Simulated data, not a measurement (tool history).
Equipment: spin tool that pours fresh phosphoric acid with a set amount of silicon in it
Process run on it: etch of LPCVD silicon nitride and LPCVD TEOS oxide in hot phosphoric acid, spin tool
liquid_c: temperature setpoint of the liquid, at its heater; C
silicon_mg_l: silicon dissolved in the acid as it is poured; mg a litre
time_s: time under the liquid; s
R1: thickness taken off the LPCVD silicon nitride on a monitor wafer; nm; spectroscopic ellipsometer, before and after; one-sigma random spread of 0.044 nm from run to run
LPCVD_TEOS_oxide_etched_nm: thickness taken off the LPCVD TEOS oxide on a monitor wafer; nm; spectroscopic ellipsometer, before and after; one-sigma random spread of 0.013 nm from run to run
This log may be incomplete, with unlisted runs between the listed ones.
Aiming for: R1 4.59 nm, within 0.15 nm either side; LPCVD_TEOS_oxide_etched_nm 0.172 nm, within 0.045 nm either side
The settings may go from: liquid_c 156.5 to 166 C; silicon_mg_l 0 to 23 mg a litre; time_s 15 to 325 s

Run 1, hour 0: liquid_c 161 C, silicon_mg_l 10 mg a litre, time_s 165 s. Result: R1 14.298 nm, LPCVD_TEOS_oxide_etched_nm 0.57151 nm.
Run 2, hour 5.5: liquid_c 161 C, silicon_mg_l 10 mg a litre, time_s 120 s. Result: R1 10.431 nm, LPCVD_TEOS_oxide_etched_nm 0.31645 nm.
Run 3, hour 11.4: liquid_c 160.5 C, silicon_mg_l 7.5 mg a litre, time_s 95 s. Result: R1 8.0939 nm, LPCVD_TEOS_oxide_etched_nm 0.30729 nm.
Run 4, hour 13.4: liquid_c 160 C, silicon_mg_l 7.5 mg a litre, time_s 85 s. Result: R1 7.0169 nm, LPCVD_TEOS_oxide_etched_nm 0.23003 nm.
Run 5, hour 16.1: liquid_c 159 C, silicon_mg_l 7.5 mg a litre, time_s 85 s. Result: R1 6.6873 nm, LPCVD_TEOS_oxide_etched_nm 0.24506 nm.
Run 6, hour 24.4: liquid_c 159 C, silicon_mg_l 7.5 mg a litre, time_s 40 s. Result: R1 3.2008 nm, LPCVD_TEOS_oxide_etched_nm 0.0983 nm.
Run 7, hour 27: liquid_c 160 C, silicon_mg_l 6.5 mg a litre, time_s 40 s. Result: R1 3.3302 nm, LPCVD_TEOS_oxide_etched_nm 0.11437 nm.
Run 8, hour 34.6: liquid_c 160 C, silicon_mg_l 6.5 mg a litre, time_s 45 s. Result: R1 3.7148 nm, LPCVD_TEOS_oxide_etched_nm 0.13616 nm.
Run 9, hour 39.8: liquid_c 160 C, silicon_mg_l 6.5 mg a litre, time_s 50 s. Result: R1 4.18 nm, LPCVD_TEOS_oxide_etched_nm 0.15732 nm.
Run 10, hour 43: liquid_c 160 C, silicon_mg_l 6.5 mg a litre, time_s 50 s. Result: R1 4.151 nm, LPCVD_TEOS_oxide_etched_nm 0.15987 nm.
Run 11, hour 50.6: liquid_c 160.5 C, silicon_mg_l 7 mg a litre, time_s 50 s. Result: R1 4.2761 nm, LPCVD_TEOS_oxide_etched_nm 0.12818 nm.
Run 12, hour 56.9: liquid_c 160.5 C, silicon_mg_l 6 mg a litre, time_s 50 s. Result: R1 4.1829 nm, LPCVD_TEOS_oxide_etched_nm 0.16349 nm.
Run 13, hour 57.7: liquid_c 161 C, silicon_mg_l 6.5 mg a litre, time_s 50 s. Result: R1 4.3826 nm, LPCVD_TEOS_oxide_etched_nm 0.13732 nm.
Run 14, hour 66.1: liquid_c 161 C, silicon_mg_l 6 mg a litre, time_s 50 s. Result: R1 4.3208 nm, LPCVD_TEOS_oxide_etched_nm 0.17352 nm.
Run 15, hour 74.3: liquid_c 161 C, silicon_mg_l 6.5 mg a litre, time_s 50 s. Result: R1 4.2862 nm, LPCVD_TEOS_oxide_etched_nm 0.16204 nm.
Run 16, hour 78.7: liquid_c 161.5 C, silicon_mg_l 6.5 mg a litre, time_s 50 s. Result: R1 4.3924 nm, LPCVD_TEOS_oxide_etched_nm 0.18583 nm.
Run 17, hour 82.9: liquid_c 161.5 C, silicon_mg_l 7 mg a litre, time_s 50 s. Result: R1 4.4405 nm, LPCVD_TEOS_oxide_etched_nm 0.17514 nm.
Run 18, hour 88.1: liquid_c 161.5 C, silicon_mg_l 7.5 mg a litre, time_s 50 s. Result: R1 4.3699 nm, LPCVD_TEOS_oxide_etched_nm 0.17411 nm.
Run 19, hour 90.6: liquid_c 161.5 C, silicon_mg_l 8 mg a litre, time_s 50 s. Result: R1 4.404 nm, LPCVD_TEOS_oxide_etched_nm 0.15959 nm.
Run 20, hour 94.5: liquid_c 162.5 C, silicon_mg_l 8 mg a litre, time_s 55 s. Result: R1 4.8823 nm, LPCVD_TEOS_oxide_etched_nm 0.19875 nm.
Run 21, hour 101.7: liquid_c 162 C, silicon_mg_l 8 mg a litre, time_s 55 s. Result: R1 4.8581 nm, LPCVD_TEOS_oxide_etched_nm 0.16564 nm.
Run 22, hour 104.9: liquid_c 162 C, silicon_mg_l 7.5 mg a litre, time_s 55 s. Result: R1 4.852 nm, LPCVD_TEOS_oxide_etched_nm 0.19102 nm.
Run 23, hour 112.5: liquid_c 161.5 C, silicon_mg_l 7.5 mg a litre, time_s 55 s. Result: R1 4.7426 nm, LPCVD_TEOS_oxide_etched_nm 0.18007 nm.

Below are 5 possible settings for the next run. Only one of them brings all results inside the allowed miss of their targets. Which is it?
Run A, hour 120.1: liquid_c 160.5 C, silicon_mg_l 6.5 mg a litre, time_s 55 s. Result: R1 ?, LPCVD_TEOS_oxide_etched_nm ?.
Run B, hour 120.1: liquid_c 160 C, silicon_mg_l 10.5 mg a litre, time_s 60 s. Result: R1 ?, LPCVD_TEOS_oxide_etched_nm ?.
Run C, hour 120.1: liquid_c 161 C, silicon_mg_l 4 mg a litre, time_s 50 s. Result: R1 ?, LPCVD_TEOS_oxide_etched_nm ?.
Run D, hour 120.1: liquid_c 160.5 C, silicon_mg_l 17 mg a litre, time_s 60 s. Result: R1 ?, LPCVD_TEOS_oxide_etched_nm ?.
Run E, hour 120.1: liquid_c 162.5 C, silicon_mg_l 3.5 mg a litre, time_s 55 s. Result: R1 ?, LPCVD_TEOS_oxide_etched_nm ?.

move      R1  LPCVD_TEOS_oxide_etched_nm
   A  4.6596                      0.1594
   B  4.9987                     0.15375
   C  4.3075                     0.15811
   D  5.0833                     0.13624
   E  4.9811                     0.19609
A: in spec on every target
B: lands further from the targets than the last run did
C: takes the biggest miss from the last run beyond its target
D: lands further from the targets than the last run did
E: lands further from the targets than the last run did
The right move is A.
